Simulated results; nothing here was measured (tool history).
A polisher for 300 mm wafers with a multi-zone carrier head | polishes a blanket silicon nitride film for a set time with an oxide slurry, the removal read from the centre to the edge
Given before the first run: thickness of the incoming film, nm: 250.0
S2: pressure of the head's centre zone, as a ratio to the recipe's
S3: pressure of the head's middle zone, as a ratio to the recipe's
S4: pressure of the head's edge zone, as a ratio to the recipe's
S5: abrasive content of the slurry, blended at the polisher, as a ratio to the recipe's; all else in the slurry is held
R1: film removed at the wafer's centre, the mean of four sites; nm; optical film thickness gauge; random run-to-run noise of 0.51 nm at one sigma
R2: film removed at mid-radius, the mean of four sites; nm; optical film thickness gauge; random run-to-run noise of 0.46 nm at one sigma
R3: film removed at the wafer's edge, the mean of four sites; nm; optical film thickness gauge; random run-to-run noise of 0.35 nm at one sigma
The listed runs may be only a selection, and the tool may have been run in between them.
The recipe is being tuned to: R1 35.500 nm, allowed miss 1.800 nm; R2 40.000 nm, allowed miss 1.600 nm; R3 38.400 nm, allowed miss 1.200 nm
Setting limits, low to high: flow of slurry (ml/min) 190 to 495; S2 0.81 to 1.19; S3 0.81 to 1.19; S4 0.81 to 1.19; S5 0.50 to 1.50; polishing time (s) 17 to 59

Run 1, day 0.000: flow of slurry (ml/min) 320, S2 1.00, S3 1.00, S4 1.00, S5 1.00, polishing time (s) 38. Result: R1 29.446 nm, R2 29.703 nm, R3 30.339 nm.
Run 2, day 0.188: flow of slurry (ml/min) 320, S2 1.00, S3 1.00, S4 1.00, S5 1.10, polishing time (s) 38. Result: R1 31.006 nm, R2 31.642 nm, R3 30.957 nm.
Run 3, day 0.404: flow of slurry (ml/min) 320, S2 0.99, S3 1.01, S4 1.03, S5 1.15, polishing time (s) 39. Result: R1 32.510 nm, R2 33.017 nm, R3 33.743 nm.
Run 4, day 0.721: flow of slurry (ml/min) 320, S2 0.99, S3 0.96, S4 1.03, S5 1.15, polishing time (s) 39. Result: R1 32.088 nm, R2 31.059 nm, R3 33.304 nm.
Run 5, day 0.775: flow of slurry (ml/min) 320, S2 0.99, S3 0.96, S4 1.03, S5 1.30, polishing time (s) 39. Result: R1 33.380 nm, R2 32.527 nm, R3 35.089 nm.
Run 6, day 1.117: flow of slurry (ml/min) 325, S2 0.99, S3 0.99, S4 1.04, S5 1.30, polishing time (s) 39. Result: R1 33.344 nm, R2 34.497 nm, R3 35.375 nm.
Run 7, day 1.479: flow of slurry (ml/min) 325, S2 1.00, S3 1.01, S4 1.06, S5 1.30, polishing time (s) 39. Result: R1 34.320 nm, R2 34.219 nm, R3 35.594 nm.
Run 8, day 1.783: flow of slurry (ml/min) 340, S2 0.93, S3 1.11, S4 1.06, S5 1.50, polishing time (s) 39. Result: R1 33.434 nm, R2 39.882 nm, R3 38.299 nm.

Next run, 4 choices. One meets every target within its allowed miss, the rest don't. Which?
Run A, day 2.088: flow of slurry (ml/min) 310, S2 0.81, S3 1.16, S4 1.08, S5 1.50, polishing time (s) 39. Result: R1 ?, R2 ?, R3 ?.
Run B, day 2.088: flow of slurry (ml/min) 495, S2 0.96, S3 1.10, S4 1.07, S5 1.40, polishing time (s) 40. Result: R1 ?, R2 ?, R3 ?.
Run C, day 2.088: flow of slurry (ml/min) 360, S2 0.97, S3 1.19, S4 0.93, S5 1.50, polishing time (s) 40. Result: R1 ?, R2 ?, R3 ?.
Run D, day 2.088: flow of slurry (ml/min) 340, S2 1.04, S3 0.93, S4 1.11, S5 1.50, polishing time (s) 42. Result: R1 ?, R2 ?, R3 ?.

move      R1      R2      R3
   A  28.641  41.011  37.611
   B  35.237  40.472  38.445
   C  35.685  43.461  36.183
   D  39.936  36.857  41.420
A: further off than the last run
B: all results in spec
C: brings the result that was furthest off to its target, and leaves another outside
D: takes the result that was furthest off past its target
The right move is B.
